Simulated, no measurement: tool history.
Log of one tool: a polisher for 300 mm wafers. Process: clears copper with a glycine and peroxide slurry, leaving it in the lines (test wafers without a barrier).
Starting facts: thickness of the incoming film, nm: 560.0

run	hour	flow of slurry (ml/min)	pressure of the wafer on the pad (kPa)	speed of the pad under the wafer (m/s)	overpolish time after the end point (s)	time until the end point was called (s)	dishing of a wide line in a test structure (Å)
1	0.0	230	13.1	1.12	12	143.11	352.75
2	1.0	185	13.1	1.12	12	142.42	344.09
3	3.3	180	12.4	1.20	11	146.85	318.34
4	9.4	175	13.1	1.14	10	141.55	292.92
5	13.8	170	13.8	1.08	9	141.70	275.28
6	17.5	145	13.8	1.08	9	146.46	267.72
7	21.6	145	14.5	1.04	8	147.26	241.42
8	22.5	145	15.2	1.04	8	143.59	248.16
9	24.9	210	11.0	1.36	4	137.95	134.57
10	29.5	210	11.7	1.36	4	134.46	140.61
11	38.1	210	12.4	1.38	4	122.78	148.45

The next listed run, before its measurement:
12	41.0	210	13.1	1.38	4	?	?

{"run 12": {"time until the end point was called (s)": 118.62, "dishing of a wide line in a test structure (Å)": 155.06}}
